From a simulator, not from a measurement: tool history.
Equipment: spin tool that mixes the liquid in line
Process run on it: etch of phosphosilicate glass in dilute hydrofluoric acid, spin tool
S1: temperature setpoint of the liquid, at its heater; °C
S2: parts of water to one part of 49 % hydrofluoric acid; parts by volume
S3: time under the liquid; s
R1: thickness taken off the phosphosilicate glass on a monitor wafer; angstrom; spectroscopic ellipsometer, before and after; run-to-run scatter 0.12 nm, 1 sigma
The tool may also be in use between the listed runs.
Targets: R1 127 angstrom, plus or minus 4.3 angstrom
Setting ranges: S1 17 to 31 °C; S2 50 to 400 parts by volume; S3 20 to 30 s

{"run": 1, "hour": 0.0, "S1": 23, "S2": 225, "S3": 30, "R1": 81.497}
{"run": 2, "hour": 5.9, "S1": 24, "S2": 220, "S3": 30, "R1": 88.856}
{"run": 3, "hour": 14.7, "S1": 24, "S2": 220, "S3": 30, "R1": 88.651}
{"run": 4, "hour": 22.4, "S1": 25, "S2": 220, "S3": 30, "R1": 93.868}
{"run": 5, "hour": 29.4, "S1": 26, "S2": 220, "S3": 30, "R1": 94.218}
{"run": 6, "hour": 34.9, "S1": 26.5, "S2": 215, "S3": 30, "R1": 98.767}
{"run": 7, "hour": 38.2, "S1": 26.5, "S2": 215, "S3": 30, "R1": 98.776}
{"run": 8, "hour": 45.4, "S1": 27, "S2": 210, "S3": 30, "R1": 103.26}
{"run": 9, "hour": 46.8, "S1": 27.5, "S2": 205, "S3": 30, "R1": 108.25}
{"run": 10, "hour": 50.8, "S1": 28, "S2": 205, "S3": 30, "R1": 110.77}
{"run": 11, "hour": 56.4, "S1": 28.5, "S2": 205, "S3": 30, "R1": 113.82}
{"run": 12, "hour": 61.4, "S1": 29, "S2": 205, "S3": 30, "R1": 113.64}
{"run": 13, "hour": 64.4, "S1": 31, "S2": 190, "S3": 30, "R1": 137.01}
{"run": 14, "hour": 70.1, "S1": 30.5, "S2": 190, "S3": 30, "R1": 133.76}

4 next moves are on the table. One of them brings every result within its allowed miss. Which?
{"run": "A", "hour": 75.8, "S1": 29, "S2": 200, "S3": 30, "R1": "?"}
{"run": "B", "hour": 75.8, "S1": 28, "S2": 185, "S3": 30, "R1": "?"}
{"run": "C", "hour": 75.8, "S1": 30.5, "S2": 180, "S3": 30, "R1": "?"}
{"run": "D", "hour": 75.8, "S1": 27, "S2": 135, "S3": 20, "R1": "?"}

move=A R1=119.21
move=B R1=126.66
move=C R1=143.08
move=D R1=118.59
A: the result that was furthest off in the last run now lies on the other side of its target
B: each result inside its tolerance
C: the biggest miss grows against the last run
D: the result that was furthest off in the last run now lies on the other side of its target
The move that meets every target is B.
